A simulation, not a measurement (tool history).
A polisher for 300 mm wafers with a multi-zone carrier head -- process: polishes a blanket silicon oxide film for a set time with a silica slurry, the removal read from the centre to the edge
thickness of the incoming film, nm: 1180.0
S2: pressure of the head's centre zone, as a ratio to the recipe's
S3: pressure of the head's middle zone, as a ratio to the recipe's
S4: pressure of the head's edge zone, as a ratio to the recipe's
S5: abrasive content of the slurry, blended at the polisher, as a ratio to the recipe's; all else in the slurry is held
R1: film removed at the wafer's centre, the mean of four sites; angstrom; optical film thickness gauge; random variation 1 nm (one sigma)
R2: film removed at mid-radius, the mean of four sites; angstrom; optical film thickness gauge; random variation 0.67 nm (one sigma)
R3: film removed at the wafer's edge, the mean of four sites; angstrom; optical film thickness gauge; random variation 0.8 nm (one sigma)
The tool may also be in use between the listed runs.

{"run": 1, "day": 0.0, "flow of slurry (ml/min)": 175, "S2": 1, "S3": 1, "S4": 1, "S5": 1, "polishing time (s)": 34, "R1": 1154.8, "R2": 1199.4, "R3": 1176.9}
{"run": 2, "day": 0.183, "flow of slurry (ml/min)": 205, "S2": 1, "S3": 1, "S4": 1, "S5": 1, "polishing time (s)": 34, "R1": 1190, "R2": 1213.2, "R3": 1197}
{"run": 3, "day": 0.367, "flow of slurry (ml/min)": 205, "S2": 1, "S3": 1.06, "S4": 1, "S5": 1, "polishing time (s)": 34, "R1": 1209.3, "R2": 1277.8, "R3": 1182.8}
{"run": 4, "day": 0.412, "flow of slurry (ml/min)": 205, "S2": 1, "S3": 1.06, "S4": 1, "S5": 0.9, "polishing time (s)": 34, "R1": 1128.6, "R2": 1212.4, "R3": 1139.9}
{"run": 5, "day": 0.562, "flow of slurry (ml/min)": 205, "S2": 1, "S3": 0.98, "S4": 1, "S5": 0.9, "polishing time (s)": 34, "R1": 1098.5, "R2": 1128.6, "R3": 1134.6}
{"run": 6, "day": 0.696, "flow of slurry (ml/min)": 205, "S2": 1, "S3": 0.94, "S4": 1, "S5": 0.9, "polishing time (s)": 34, "R1": 1123.5, "R2": 1082.4, "R3": 1120.2}
{"run": 7, "day": 0.938, "flow of slurry (ml/min)": 190, "S2": 0.95, "S3": 0.92, "S4": 0.99, "S5": 0.85, "polishing time (s)": 34, "R1": 1046, "R2": 1034.9, "R3": 1074.9}
{"run": 8, "day": 1.062, "flow of slurry (ml/min)": 175, "S2": 0.91, "S3": 0.93, "S4": 1.03, "S5": 0.75, "polishing time (s)": 34, "R1": 899.93, "R2": 955.08, "R3": 1020.4}

Run 9 is up next; what results do you expect?
{"run": 9, "day": 1.125, "flow of slurry (ml/min)": 165, "S2": 0.88, "S3": 0.93, "S4": 1.03, "S5": 0.7, "polishing time (s)": 34, "R1": "?", "R2": "?", "R3": "?"}

Run 9 came out at R1 813.5 angstrom, R2 890.5 angstrom, R3 971.24 angstrom.
